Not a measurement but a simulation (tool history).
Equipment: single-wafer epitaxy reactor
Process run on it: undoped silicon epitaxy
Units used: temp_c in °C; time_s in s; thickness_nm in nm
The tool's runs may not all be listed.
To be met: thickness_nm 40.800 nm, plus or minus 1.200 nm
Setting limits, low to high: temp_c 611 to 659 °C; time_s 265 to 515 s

Run 1, hour 0.0: temp_c 635 °C, time_s 390 s. Result: thickness_nm 57.473 nm.
Run 2, hour 4.3: temp_c 626 °C, time_s 390 s. Result: thickness_nm 45.389 nm.
Run 3, hour 7.5: temp_c 625 °C, time_s 390 s. Result: thickness_nm 44.160 nm.
Run 4, hour 10.5: temp_c 615 °C, time_s 390 s. Result: thickness_nm 34.232 nm.
Run 5, hour 13.0: temp_c 615 °C, time_s 352 s. Result: thickness_nm 30.797 nm.
Run 6, hour 18.6: temp_c 617 °C, time_s 352 s. Result: thickness_nm 32.583 nm.
Run 7, hour 27.6: temp_c 619 °C, time_s 352 s. Result: thickness_nm 34.252 nm.
Run 8, hour 31.7: temp_c 620 °C, time_s 352 s. Result: thickness_nm 34.711 nm.
Run 9, hour 32.4: temp_c 621 °C, time_s 352 s. Result: thickness_nm 36.127 nm.
At hour 41.1: pyrometer calibrated.
Run 10, hour 41.1: temp_c 622 °C, time_s 352 s. Result: thickness_nm 31.883 nm.
Run 11, hour 44.4: temp_c 625 °C, time_s 353 s. Result: thickness_nm 34.613 nm.
Run 12, hour 51.5: temp_c 627 °C, time_s 353 s. Result: thickness_nm 36.432 nm.
Run 13, hour 57.6: temp_c 628 °C, time_s 353 s. Result: thickness_nm 37.296 nm.

Which of these 4 next moves meets every target?
Run A, hour 63.7: temp_c 636 °C, time_s 296 s. Result: thickness_nm ?.
Run B, hour 63.7: temp_c 627 °C, time_s 326 s. Result: thickness_nm ?.
Run C, hour 63.7: temp_c 624 °C, time_s 399 s. Result: thickness_nm ?.
Run D, hour 63.7: temp_c 624 °C, time_s 426 s. Result: thickness_nm ?.

move  thickness_nm
   A        38.250
   B        33.527
   C        37.984
   D        40.554
A: better than the last run, though not everything is in spec
B: its largest miss is bigger than the last run's
C: better than the last run, though not everything is in spec
D: meets every target
D is the move that brings every result within its allowed miss.
